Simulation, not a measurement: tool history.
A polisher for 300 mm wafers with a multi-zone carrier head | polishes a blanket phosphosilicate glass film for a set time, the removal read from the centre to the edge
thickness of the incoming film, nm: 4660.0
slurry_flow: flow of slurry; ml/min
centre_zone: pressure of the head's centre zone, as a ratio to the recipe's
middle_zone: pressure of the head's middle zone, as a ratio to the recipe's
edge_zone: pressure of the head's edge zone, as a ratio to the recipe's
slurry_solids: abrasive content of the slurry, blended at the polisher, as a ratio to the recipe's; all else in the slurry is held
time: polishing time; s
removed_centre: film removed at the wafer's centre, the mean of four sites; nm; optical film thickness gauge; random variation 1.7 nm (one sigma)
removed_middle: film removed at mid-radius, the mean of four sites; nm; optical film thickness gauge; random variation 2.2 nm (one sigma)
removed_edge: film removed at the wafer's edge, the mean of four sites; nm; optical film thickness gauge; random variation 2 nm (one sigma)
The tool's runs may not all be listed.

run,day,slurry_flow,centre_zone,middle_zone,edge_zone,slurry_solids,time,removed_centre,removed_middle,removed_edge
1,0.000,245,1.00,1.00,1.00,1.00,39,218.88,220.36,232.29
2,0.175,245,1.00,0.96,1.00,1.00,39,223.31,213.00,231.77
3,0.483,245,0.97,0.97,0.96,0.85,38,200.06,201.17,205.23
4,0.829,245,0.97,0.94,0.96,0.85,38,193.87,198.65,205.55
5,1.112,240,0.96,0.92,0.95,0.75,37,178.06,180.49,191.66
6,1.454,240,0.94,0.91,0.92,0.65,37,164.53,169.12,177.72
7,1.779,235,0.92,0.91,0.89,0.60,37,162.08,163.66,168.05
8,1.996,230,0.89,0.91,0.89,0.60,37,152.75,165.52,171.68
9,2.112,230,0.89,0.91,0.89,0.60,37,154.17,162.34,166.01

Forecast run 10:
10,2.167,225,0.88,0.91,0.89,0.60,37,?,?,?

Run 10 gave removed_centre 154.78 nm, removed_middle 167.11 nm, removed_edge 168.77 nm.
